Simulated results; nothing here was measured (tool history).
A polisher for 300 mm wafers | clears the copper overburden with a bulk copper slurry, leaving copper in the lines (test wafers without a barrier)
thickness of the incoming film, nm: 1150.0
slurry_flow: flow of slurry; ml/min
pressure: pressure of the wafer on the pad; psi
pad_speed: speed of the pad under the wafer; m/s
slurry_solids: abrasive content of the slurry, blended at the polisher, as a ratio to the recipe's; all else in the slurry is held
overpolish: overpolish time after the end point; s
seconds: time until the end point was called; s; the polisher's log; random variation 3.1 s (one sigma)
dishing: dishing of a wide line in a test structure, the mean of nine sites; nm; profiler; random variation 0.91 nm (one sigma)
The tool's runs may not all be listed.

run,hour,slurry_flow,pressure,pad_speed,slurry_solids,overpolish,seconds,dishing
1,0.0,310,2.6,1.32,1.00,19,126.51,71.499
2,2.0,310,2.3,1.32,1.00,17,139.72,60.083
3,10.6,310,2.3,1.18,1.00,17,156.52,59.980
4,15.8,310,2.1,1.18,1.00,16,166.66,53.176
5,23.6,310,2.0,1.18,1.00,15,175.74,49.803
6,30.0,310,2.0,1.18,1.15,15,169.43,50.160
7,33.9,310,1.9,1.18,1.15,15,174.94,48.603
8,38.5,310,1.8,1.18,1.15,15,187.25,47.729

The next listed run, before its measurement:
9,44.9,310,1.7,1.18,1.15,14,?,?

Run 9 gave seconds 191.20 s, dishing 42.336 nm.
